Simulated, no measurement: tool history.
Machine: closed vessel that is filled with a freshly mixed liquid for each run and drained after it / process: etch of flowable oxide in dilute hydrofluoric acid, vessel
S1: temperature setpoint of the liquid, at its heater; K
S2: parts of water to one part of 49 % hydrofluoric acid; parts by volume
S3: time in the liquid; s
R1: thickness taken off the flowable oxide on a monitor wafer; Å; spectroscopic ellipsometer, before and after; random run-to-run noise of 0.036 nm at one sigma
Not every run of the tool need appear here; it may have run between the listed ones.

run	hour	S1	S2	S3	R1
1	0	296.15	245	30	42.604
2	3.9	296.15	215	30	50.806
3	7.9	297.65	210	30	54.966
4	15.1	297.65	210	30	54.711
5	22.6	297.65	210	30	54.792
6	24.1	297.65	210	30	54.953

Estimate the outcome of run 7 from the log above:
7	31.2	298.65	205	30	?

R1: 58.206 Å

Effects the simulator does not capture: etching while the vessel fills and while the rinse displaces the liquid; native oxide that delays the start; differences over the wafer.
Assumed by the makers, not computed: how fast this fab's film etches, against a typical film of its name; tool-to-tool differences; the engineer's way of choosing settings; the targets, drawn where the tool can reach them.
